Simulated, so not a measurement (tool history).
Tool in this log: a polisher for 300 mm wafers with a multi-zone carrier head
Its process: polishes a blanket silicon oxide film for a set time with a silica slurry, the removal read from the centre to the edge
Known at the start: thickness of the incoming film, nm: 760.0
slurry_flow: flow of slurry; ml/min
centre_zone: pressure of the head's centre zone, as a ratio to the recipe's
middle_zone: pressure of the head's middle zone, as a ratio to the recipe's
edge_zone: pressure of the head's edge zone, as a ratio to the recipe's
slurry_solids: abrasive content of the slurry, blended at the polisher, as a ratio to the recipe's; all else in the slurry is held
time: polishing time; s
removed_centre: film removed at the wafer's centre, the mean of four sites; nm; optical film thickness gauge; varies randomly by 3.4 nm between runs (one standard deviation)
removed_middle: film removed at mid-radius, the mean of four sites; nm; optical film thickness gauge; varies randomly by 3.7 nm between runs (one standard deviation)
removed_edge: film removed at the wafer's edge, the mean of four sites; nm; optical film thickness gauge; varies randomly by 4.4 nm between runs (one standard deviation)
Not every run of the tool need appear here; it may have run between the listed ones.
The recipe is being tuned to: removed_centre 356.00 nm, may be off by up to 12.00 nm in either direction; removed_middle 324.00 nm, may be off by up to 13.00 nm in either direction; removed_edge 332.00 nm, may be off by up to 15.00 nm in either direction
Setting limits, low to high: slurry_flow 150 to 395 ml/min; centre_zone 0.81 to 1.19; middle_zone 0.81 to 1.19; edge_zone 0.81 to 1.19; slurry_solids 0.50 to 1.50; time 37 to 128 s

run,hour,slurry_flow,centre_zone,middle_zone,edge_zone,slurry_solids,time,removed_centre,removed_middle,removed_edge
1,0.0,250,1.00,1.00,1.00,1.00,82,210.60,223.30,217.42
2,5.3,250,1.00,1.00,1.00,1.00,96,246.31,266.10,252.48
3,8.0,250,1.08,1.00,1.00,1.00,96,276.10,263.71,253.90
4,10.8,255,1.09,1.01,1.04,1.10,96,281.03,276.38,266.60
5,18.5,255,1.04,1.01,1.04,1.10,96,273.00,272.36,268.43
6,19.4,260,1.05,1.02,1.06,1.20,96,278.97,288.51,280.21
7,26.9,265,1.08,1.01,1.08,1.25,97,297.69,286.89,295.92
8,30.3,270,1.10,1.02,1.09,1.30,97,309.50,297.11,294.20
9,33.1,270,1.11,1.02,1.10,1.35,98,318.46,305.05,306.86
10,41.6,275,1.12,1.02,1.11,1.40,98,322.00,308.10,309.06
11,42.5,275,1.13,1.02,1.12,1.40,99,333.28,312.55,317.07
12,49.6,280,1.14,1.02,1.13,1.40,99,337.82,311.10,319.84

Next run, 5 choices. One meets every target within its allowed miss, the rest don't. Which?
A,56.7,245,1.19,1.00,1.11,1.30,101,?,?,?
B,56.7,290,1.11,0.87,1.11,1.30,108,?,?,?
C,56.7,280,1.14,0.98,1.10,1.30,107,?,?,?
D,56.7,335,0.99,1.03,1.08,1.40,103,?,?,?
E,56.7,285,1.14,0.96,1.19,1.05,106,?,?,?

move,removed_centre,removed_middle,removed_edge
A,345.47,300.27,310.44
B,349.77,290.30,336.34
C,355.11,316.61,330.46
D,308.72,330.80,326.40
E,327.32,286.78,317.16
A: corrects the largest miss of the last run, while another result sits out of spec
B: corrects the largest miss of the last run, while another result sits out of spec
C: every result within its allowed miss
D: its largest miss is bigger than the last run's
E: its largest miss is bigger than the last run's
So the answer is move C, the one that meets all the targets.
